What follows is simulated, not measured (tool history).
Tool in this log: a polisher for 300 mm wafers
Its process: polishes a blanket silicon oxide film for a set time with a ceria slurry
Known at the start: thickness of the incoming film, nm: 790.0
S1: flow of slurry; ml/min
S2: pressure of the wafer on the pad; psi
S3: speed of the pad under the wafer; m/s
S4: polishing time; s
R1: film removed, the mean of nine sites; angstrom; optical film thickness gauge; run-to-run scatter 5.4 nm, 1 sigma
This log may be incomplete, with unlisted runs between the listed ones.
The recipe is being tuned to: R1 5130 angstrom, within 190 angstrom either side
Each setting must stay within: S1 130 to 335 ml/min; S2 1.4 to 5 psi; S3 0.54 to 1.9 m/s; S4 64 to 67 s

run  hour   S1   S2    S3  S4      R1
  1     0  215  3.2  1.22  64  3082.5
  2     3  215  3.5  1.22  64  3251.7
  3  11.4  265  3.5  1.22  64    3389
  4  13.3  265  3.5  1.22  64  3325.3
  5  15.7  265  3.8  1.24  64  3695.2
  6  23.8  265  3.4  1.24  64  3274.3
  7  29.3  265  3.7  1.24  64  3628.2
  8    31  265  3.9  1.24  64  3873.5
  9  35.2  265  4.1  1.24  64  4009.4
 10  40.8  265  4.3  1.24  64  4129.3
 11  48.9  265  4.4  1.26  64  4400.8
 12  51.2  265  4.5  1.26  64  4379.9

Exactly one of the 4 candidate moves below puts every result within its allowed miss. Which one?
  A  53.5  265    5  1.44  67   ?
  B  53.5  310  4.6  1.44  67   ?
  C  53.5  255  4.2  1.28  64   ?
  D  53.5  290    4  1.56  67   ?

move      R1
   A  5899.9
   B  5503.6
   C  4242.3
   D  5157.2
A: takes the result that was furthest off past its target
B: takes the result that was furthest off past its target
C: further off than the last run
D: meets every target
Move D is the one to make.
